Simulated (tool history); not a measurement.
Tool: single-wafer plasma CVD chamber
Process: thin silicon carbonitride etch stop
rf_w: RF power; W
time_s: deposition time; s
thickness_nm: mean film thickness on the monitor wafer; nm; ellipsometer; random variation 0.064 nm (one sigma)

run	hour	rf_w	time_s	thickness_nm
1	0.0	200	27.3	14.608
2	2.8	185	27.3	14.111
3	10.0	185	25.5	13.207
4	15.4	180	25.1	12.945
5	21.9	200	25.1	13.284
6	26.3	180	25.1	12.970
# hour 29.7: thermocouple changed; heater temperature recalibrated
7	29.7	175	24.6	12.542

The next listed run, before its measurement:
8	35.7	170	24.3	?

thickness_nm: 12.320 nm
